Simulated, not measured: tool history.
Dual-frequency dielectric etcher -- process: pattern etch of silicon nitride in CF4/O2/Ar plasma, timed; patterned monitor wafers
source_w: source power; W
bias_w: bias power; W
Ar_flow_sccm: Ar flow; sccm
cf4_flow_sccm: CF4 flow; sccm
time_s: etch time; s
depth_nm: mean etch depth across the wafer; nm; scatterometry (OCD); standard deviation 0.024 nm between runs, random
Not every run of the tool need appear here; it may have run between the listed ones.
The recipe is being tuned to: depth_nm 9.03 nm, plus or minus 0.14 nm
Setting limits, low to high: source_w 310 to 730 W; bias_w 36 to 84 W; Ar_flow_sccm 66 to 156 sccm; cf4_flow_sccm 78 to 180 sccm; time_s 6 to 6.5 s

Run 1, day 0: source_w 520 W, bias_w 60 W, Ar_flow_sccm 111 sccm, cf4_flow_sccm 129 sccm, time_s 6.5 s. Result: depth_nm 14.465 nm.
Run 2, day 0.371: source_w 520 W, bias_w 60 W, Ar_flow_sccm 111 sccm, cf4_flow_sccm 146 sccm, time_s 6.5 s. Result: depth_nm 14.749 nm.
Run 3, day 0.538: source_w 520 W, bias_w 60 W, Ar_flow_sccm 111 sccm, cf4_flow_sccm 165 sccm, time_s 6.5 s. Result: depth_nm 14.93 nm.
Run 4, day 0.862: source_w 520 W, bias_w 60 W, Ar_flow_sccm 111 sccm, cf4_flow_sccm 180 sccm, time_s 6.5 s. Result: depth_nm 15.023 nm.
Run 5, day 0.942: source_w 610 W, bias_w 60 W, Ar_flow_sccm 111 sccm, cf4_flow_sccm 180 sccm, time_s 6.5 s. Result: depth_nm 17.533 nm.
Run 6, day 1.033: source_w 610 W, bias_w 60 W, Ar_flow_sccm 111 sccm, cf4_flow_sccm 180 sccm, time_s 6.5 s. Result: depth_nm 17.528 nm.
Run 7, day 1.096: source_w 570 W, bias_w 57 W, Ar_flow_sccm 113 sccm, cf4_flow_sccm 179 sccm, time_s 6.5 s. Result: depth_nm 15.981 nm.
Run 8, day 1.258: source_w 530 W, bias_w 54 W, Ar_flow_sccm 114 sccm, cf4_flow_sccm 178 sccm, time_s 6.5 s. Result: depth_nm 14.388 nm.
Run 9, day 1.492: source_w 500 W, bias_w 53 W, Ar_flow_sccm 114 sccm, cf4_flow_sccm 178 sccm, time_s 6.5 s. Result: depth_nm 13.467 nm.

Which one of the following 4 next-run settings gets every result inside its allowed miss? There is exactly one.
Run A, day 1.725: source_w 420 W, bias_w 45 W, Ar_flow_sccm 126 sccm, cf4_flow_sccm 179 sccm, time_s 6 s. Result: depth_nm ?.
Run B, day 1.725: source_w 420 W, bias_w 40 W, Ar_flow_sccm 93 sccm, cf4_flow_sccm 180 sccm, time_s 6 s. Result: depth_nm ?.
Run C, day 1.725: source_w 380 W, bias_w 54 W, Ar_flow_sccm 113 sccm, cf4_flow_sccm 177 sccm, time_s 6 s. Result: depth_nm ?.
Run D, day 1.725: source_w 530 W, bias_w 39 W, Ar_flow_sccm 124 sccm, cf4_flow_sccm 168 sccm, time_s 6 s. Result: depth_nm ?.

move  depth_nm
   A    9.4199
   B    9.0199
   C    9.5656
   D    10.801
A: an improvement on the last run, though not all results are within tolerance
B: every result within its allowed miss
C: an improvement on the last run, though not all results are within tolerance
D: an improvement on the last run, though not all results are within tolerance
B meets every target.
